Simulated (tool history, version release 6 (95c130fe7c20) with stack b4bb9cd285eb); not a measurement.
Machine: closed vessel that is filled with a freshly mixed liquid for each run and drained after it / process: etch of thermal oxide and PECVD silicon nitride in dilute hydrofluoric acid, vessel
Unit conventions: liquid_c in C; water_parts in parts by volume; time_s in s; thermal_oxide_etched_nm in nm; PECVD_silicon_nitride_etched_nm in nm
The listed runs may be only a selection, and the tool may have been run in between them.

run	hour	liquid_c	water_parts	time_s	thermal_oxide_etched_nm	PECVD_silicon_nitride_etched_nm
1	0	21	115	1610	63.393	52.968
2	8.9	22.5	100	1610	78.845	67.005
3	11.2	23.5	90	1610	92.669	79.868
4	13.6	23.5	90	2290	131.78	113.68
5	15.7	24	90	2280	133.72	115.45
6	22.3	24.5	90	2275	135.13	120.98
7	30.6	25	85	2265	146.91	131.81
8	39.5	25.5	85	2260	149.44	135.18
9	43.7	25.5	85	2255	148.06	136.14
10	49.4	25.5	85	2250	148	134.69
11	53.4	25.5	85	2245	147.53	135.37
12	62.2	25.5	85	2240	148.62	136.16
13	68.4	25.5	85	2235	149.62	132.46
14	76.8	28	80	2225	173.29	166.24
# hour 77.9: hydrofluoric acid flow meter replaced
15	77.9	27.5	80	2220	158.1	149.74

Run 16 has not been measured yet. What should we expect?
16	83	27.5	80	2215	?	?

thermal_oxide_etched_nm: 157.07 nm
PECVD_silicon_nitride_etched_nm: 150.28 nm

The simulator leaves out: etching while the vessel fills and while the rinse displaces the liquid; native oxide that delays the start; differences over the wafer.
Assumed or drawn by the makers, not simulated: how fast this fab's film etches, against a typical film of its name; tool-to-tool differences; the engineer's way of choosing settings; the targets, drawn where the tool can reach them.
